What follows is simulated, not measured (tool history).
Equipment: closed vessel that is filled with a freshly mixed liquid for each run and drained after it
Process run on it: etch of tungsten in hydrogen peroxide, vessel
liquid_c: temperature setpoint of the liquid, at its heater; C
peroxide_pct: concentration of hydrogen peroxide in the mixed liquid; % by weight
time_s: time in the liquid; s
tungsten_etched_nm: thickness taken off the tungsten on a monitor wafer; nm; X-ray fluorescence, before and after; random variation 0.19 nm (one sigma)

run  hour  liquid_c  peroxide_pct  time_s  tungsten_etched_nm
  1   0.0      44.0          16.0      30              43.182
  2   9.1      50.5          16.0      30              65.041
  3  11.1      44.5          16.0      30              45.027
  4  16.3      44.5          13.5      30              40.621
  5  19.4      44.5          13.5      30              41.045
  6  26.4      44.5          15.0      30              43.441

Expected results for the next run?
  7  32.9      38.0          15.0      30                   ?

tungsten_etched_nm: 27.963 nm
